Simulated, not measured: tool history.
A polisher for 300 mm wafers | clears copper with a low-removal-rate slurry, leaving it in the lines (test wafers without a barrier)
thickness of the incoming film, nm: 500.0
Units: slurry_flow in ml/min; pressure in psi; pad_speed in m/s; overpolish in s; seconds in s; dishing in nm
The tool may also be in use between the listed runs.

{"run": 1, "hour": 0.0, "slurry_flow": 165, "pressure": 3.1, "pad_speed": 1.06, "slurry_solids": 1, "overpolish": 14, "seconds": 168.13, "dishing": 31.387}
{"run": 2, "hour": 7.6, "slurry_flow": 125, "pressure": 3.1, "pad_speed": 1.06, "slurry_solids": 1, "overpolish": 14, "seconds": 181.22, "dishing": 30.216}
{"run": 3, "hour": 15.6, "slurry_flow": 130, "pressure": 3.2, "pad_speed": 1.06, "slurry_solids": 1, "overpolish": 15, "seconds": 173.32, "dishing": 33.831}
{"run": 4, "hour": 16.2, "slurry_flow": 135, "pressure": 3.3, "pad_speed": 1.06, "slurry_solids": 1, "overpolish": 16, "seconds": 167.1, "dishing": 36.011}
{"run": 5, "hour": 18.0, "slurry_flow": 140, "pressure": 3.3, "pad_speed": 1.06, "slurry_solids": 1, "overpolish": 17, "seconds": 161.15, "dishing": 38.861}
{"run": 6, "hour": 19.8, "slurry_flow": 145, "pressure": 3.3, "pad_speed": 1.06, "slurry_solids": 1, "overpolish": 18, "seconds": 166.75, "dishing": 41.21}

Forecast run 7:
{"run": 7, "hour": 26.9, "slurry_flow": 150, "pressure": 3.3, "pad_speed": 1.06, "slurry_solids": 1, "overpolish": 18, "seconds": "?", "dishing": "?"}

{"run 7": {"seconds": 160.59, "dishing": 42.428}}
